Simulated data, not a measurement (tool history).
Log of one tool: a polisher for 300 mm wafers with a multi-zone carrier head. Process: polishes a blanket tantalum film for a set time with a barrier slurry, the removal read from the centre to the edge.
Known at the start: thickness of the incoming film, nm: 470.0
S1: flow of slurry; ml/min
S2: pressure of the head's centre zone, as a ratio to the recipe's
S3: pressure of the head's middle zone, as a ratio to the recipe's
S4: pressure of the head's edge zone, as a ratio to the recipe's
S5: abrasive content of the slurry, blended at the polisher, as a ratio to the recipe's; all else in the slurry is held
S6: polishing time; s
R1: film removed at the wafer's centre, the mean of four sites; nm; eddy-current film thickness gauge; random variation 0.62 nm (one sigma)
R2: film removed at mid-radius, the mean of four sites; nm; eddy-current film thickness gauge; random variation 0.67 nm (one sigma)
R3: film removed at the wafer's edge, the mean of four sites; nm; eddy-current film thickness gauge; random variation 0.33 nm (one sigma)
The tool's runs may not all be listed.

run  hour   S1    S2    S3    S4    S5  S6      R1      R2      R3
  1   0.0  125  1.00  1.00  1.00  1.00  46  55.853  56.385  56.541
  2   4.9  125  1.00  0.93  1.00  1.00  46  54.736  52.245  56.536
  3   6.2  125  1.00  0.93  1.00  1.00  40  48.014  46.469  49.371
  4   9.1  135  1.00  0.96  1.00  1.00  40  48.485  48.346  49.471
  5  15.9  140  1.01  0.99  1.01  1.00  40  49.277  49.504  50.679
  6  24.0  140  1.01  1.04  1.01  1.00  40  50.302  51.874  50.067
  7  29.8  145  1.01  1.06  1.01  1.00  40  49.603  53.257  49.607
  8  32.3  150  1.02  1.07  1.02  1.00  40  50.692  53.520  50.420

Run 9 comes next. What will it give?
  9  38.2  185  1.03  1.17  1.00  1.05  40   ?   ?   ?

Run 9 gave R1 53.125 nm, R2 60.750 nm, R3 51.610 nm.
